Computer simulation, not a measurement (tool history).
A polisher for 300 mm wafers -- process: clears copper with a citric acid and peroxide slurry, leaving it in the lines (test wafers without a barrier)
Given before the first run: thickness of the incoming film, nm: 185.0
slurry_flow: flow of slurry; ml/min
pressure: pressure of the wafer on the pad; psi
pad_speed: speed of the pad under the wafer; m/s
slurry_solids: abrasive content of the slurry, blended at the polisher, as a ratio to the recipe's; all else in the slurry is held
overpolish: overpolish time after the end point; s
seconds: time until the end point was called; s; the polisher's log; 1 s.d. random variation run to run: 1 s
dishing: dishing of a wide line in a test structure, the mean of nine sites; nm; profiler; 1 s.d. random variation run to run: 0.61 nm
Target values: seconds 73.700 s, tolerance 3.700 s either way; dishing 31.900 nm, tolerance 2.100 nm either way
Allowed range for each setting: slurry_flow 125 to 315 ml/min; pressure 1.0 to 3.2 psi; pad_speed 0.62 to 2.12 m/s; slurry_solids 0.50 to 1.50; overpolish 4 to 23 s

run	day	slurry_flow	pressure	pad_speed	slurry_solids	overpolish	seconds	dishing
1	0.000	205	2.1	1.36	1.00	12	88.413	17.820
2	0.062	205	2.2	1.36	1.00	13	83.056	19.738
3	0.429	205	2.2	1.36	0.90	13	85.227	19.054
4	0.621	210	2.2	1.36	0.95	14	83.926	20.719
5	0.704	210	2.2	1.36	0.95	15	82.469	22.446
6	0.842	210	2.2	1.36	0.95	16	83.292	23.115
7	0.917	210	2.2	1.36	0.95	17	84.047	24.881
8	0.938	215	2.3	1.36	0.95	18	81.484	28.053
9	1.300	215	2.4	1.36	0.95	18	76.626	27.652
10	1.554	215	2.4	1.38	0.95	19	76.309	28.660

Pick the move, out of 5, that brings all results within their allowed miss; only one does.
A	1.808	200	2.5	1.44	0.90	16	?	?
B	1.808	210	2.7	1.26	0.90	16	?	?
C	1.808	255	2.6	1.28	1.10	20	?	?
D	1.808	225	3.2	1.06	0.95	17	?	?
E	1.808	200	2.3	1.32	0.95	18	?	?

move	seconds	dishing
A	73.079	26.472
B	77.883	25.122
C	73.984	31.666
D	78.942	26.297
E	83.797	25.985
A: further off than the last run
B: further off than the last run
C: all results land within tolerance of their targets
D: further off than the last run
E: further off than the last run
Correct choice: C, which meets every target
